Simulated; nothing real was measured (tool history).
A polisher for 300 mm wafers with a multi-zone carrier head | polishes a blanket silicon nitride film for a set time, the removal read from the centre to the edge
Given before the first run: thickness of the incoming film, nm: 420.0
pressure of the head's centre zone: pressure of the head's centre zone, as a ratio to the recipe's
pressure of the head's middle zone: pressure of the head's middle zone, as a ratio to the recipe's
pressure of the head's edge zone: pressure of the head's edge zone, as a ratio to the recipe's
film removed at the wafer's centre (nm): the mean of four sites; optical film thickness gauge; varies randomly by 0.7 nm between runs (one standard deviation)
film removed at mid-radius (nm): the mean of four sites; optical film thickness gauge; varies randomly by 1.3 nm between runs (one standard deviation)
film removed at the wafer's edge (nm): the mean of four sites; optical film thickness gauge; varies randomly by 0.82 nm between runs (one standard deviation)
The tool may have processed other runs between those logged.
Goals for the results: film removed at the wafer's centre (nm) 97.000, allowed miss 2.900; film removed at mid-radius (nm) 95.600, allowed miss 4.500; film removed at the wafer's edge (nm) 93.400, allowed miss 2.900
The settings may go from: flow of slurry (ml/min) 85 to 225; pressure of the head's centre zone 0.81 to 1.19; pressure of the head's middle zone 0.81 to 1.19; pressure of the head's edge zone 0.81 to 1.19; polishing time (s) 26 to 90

run  hour  flow of slurry (ml/min)  pressure of the head's centre zone  pressure of the head's middle zone  pressure of the head's edge zone  polishing time (s)  film removed at the wafer's centre (nm)  film removed at mid-radius (nm)  film removed at the wafer's edge (nm)
  1   0.0                      145                                1.00                                1.00                              1.00                  58                                  129.640                          131.240                                135.830
  2   8.8                      145                                1.08                                1.00                              1.00                  58                                  138.460                          133.470                                135.890
  3   9.9                      140                                1.07                                1.00                              0.97                  55                                  129.820                          123.560                                126.280
  4  15.8                      140                                1.07                                0.95                              0.97                  55                                  129.920                          118.920                                125.770
  5  18.2                      140                                1.07                                0.95                              0.97                  63                                  150.200                          134.620                                144.790
  6  20.0                      140                                1.07                                0.95                              0.94                  63                                  148.680                          135.490                                140.790
  7  21.3                      140                                1.05                                0.95                              0.92                  59                                  138.450                          126.720                                133.290
  8  23.3                      115                                1.03                                1.05                              0.84                  43                                   91.547                           93.488                                 87.472
  9  29.4                      120                                1.03                                1.04                              0.85                  43                                   92.554                           94.096                                 89.220
 10  36.3                      125                                1.03                                1.03                              0.85                  43                                   93.998                           95.248                                 89.927
 11  44.3                      125                                1.03                                1.03                              0.85                  43                                   93.537                           96.233                                 90.683
 12  49.2                      125                                1.03                                1.02                              0.85                  43                                   92.270                           95.916                                 89.549

Exercise: of the 4 proposed moves below, exactly one satisfies all targets within the stated allowed misses. Which move is it?
  A  54.1                      180                                0.97                                1.01                              0.86                  38                                        ?                                ?                                      ?
  B  54.1                      105                                1.06                                1.02                              0.85                  47                                        ?                                ?                                      ?
  C  54.1                      215                                1.01                                1.10                              0.81                  38                                        ?                                ?                                      ?
  D  54.1                      130                                0.97                                1.04                              0.85                  43                                        ?                                ?                                      ?

move  film removed at the wafer's centre (nm)  film removed at mid-radius (nm)  film removed at the wafer's edge (nm)
   A                                   87.537                           93.102                                 84.747
   B                                   97.719                           98.428                                 93.286
   C                                   94.954                          103.750                                 84.585
   D                                   89.647                           98.987                                 89.777
A: misses by more than the last run did
B: in spec on every target
C: brings the result that was furthest off to its target, and leaves another outside
D: misses by more than the last run did
Correct choice: B, which meets every target
